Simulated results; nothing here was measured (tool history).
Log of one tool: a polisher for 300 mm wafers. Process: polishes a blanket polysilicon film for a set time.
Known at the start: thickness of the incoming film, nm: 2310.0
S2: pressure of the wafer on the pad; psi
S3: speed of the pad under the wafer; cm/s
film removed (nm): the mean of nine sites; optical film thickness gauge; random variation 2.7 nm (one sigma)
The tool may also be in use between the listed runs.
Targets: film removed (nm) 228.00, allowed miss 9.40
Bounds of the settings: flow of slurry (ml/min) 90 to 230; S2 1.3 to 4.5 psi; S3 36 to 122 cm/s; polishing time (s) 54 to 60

run 1 day=0.000 | flow_of_slurry_(ml/min)=150 S2=2.9 S3=78 polishing_time_(s)=60 | film_removed_(nm)=312.71
run 2 day=0.258 | flow_of_slurry_(ml/min)=150 S2=2.8 S3=78 polishing_time_(s)=60 | film_removed_(nm)=297.01
run 3 day=0.504 | flow_of_slurry_(ml/min)=150 S2=3.2 S3=78 polishing_time_(s)=60 | film_removed_(nm)=335.03
run 4 day=0.658 | flow_of_slurry_(ml/min)=150 S2=3.1 S3=78 polishing_time_(s)=60 | film_removed_(nm)=326.30
-- day=0.788 worn pad replaced by a new one
run 5 day=0.788 | flow_of_slurry_(ml/min)=150 S2=3.1 S3=90 polishing_time_(s)=60 | film_removed_(nm)=417.31
run 6 day=1.154 | flow_of_slurry_(ml/min)=150 S2=2.6 S3=90 polishing_time_(s)=60 | film_removed_(nm)=360.88
run 7 day=1.267 | flow_of_slurry_(ml/min)=150 S2=2.4 S3=90 polishing_time_(s)=60 | film_removed_(nm)=339.33
run 8 day=1.629 | flow_of_slurry_(ml/min)=150 S2=2.3 S3=90 polishing_time_(s)=60 | film_removed_(nm)=321.15
run 9 day=1.833 | flow_of_slurry_(ml/min)=150 S2=2.2 S3=90 polishing_time_(s)=60 | film_removed_(nm)=321.88
run 10 day=1.954 | flow_of_slurry_(ml/min)=150 S2=2.1 S3=90 polishing_time_(s)=60 | film_removed_(nm)=307.46
run 11 day=2.292 | flow_of_slurry_(ml/min)=150 S2=2.0 S3=90 polishing_time_(s)=60 | film_removed_(nm)=293.83

Which of these 4 next moves meets every target?
run A day=2.629 | flow_of_slurry_(ml/min)=145 S2=1.6 S3=96 polishing_time_(s)=58 | film_removed_(nm)=?
run B day=2.629 | flow_of_slurry_(ml/min)=185 S2=1.4 S3=92 polishing_time_(s)=54 | film_removed_(nm)=?
run C day=2.629 | flow_of_slurry_(ml/min)=165 S2=1.5 S3=90 polishing_time_(s)=57 | film_removed_(nm)=?
run D day=2.629 | flow_of_slurry_(ml/min)=160 S2=1.8 S3=90 polishing_time_(s)=54 | film_removed_(nm)=?

move=A film_removed_(nm)=253.78
move=B film_removed_(nm)=214.50
move=C film_removed_(nm)=228.65
move=D film_removed_(nm)=246.41
A: nearer than the last run, and not there yet
B: takes the result that was furthest off past its target
C: meets every target
D: nearer than the last run, and not there yet
Answer: C
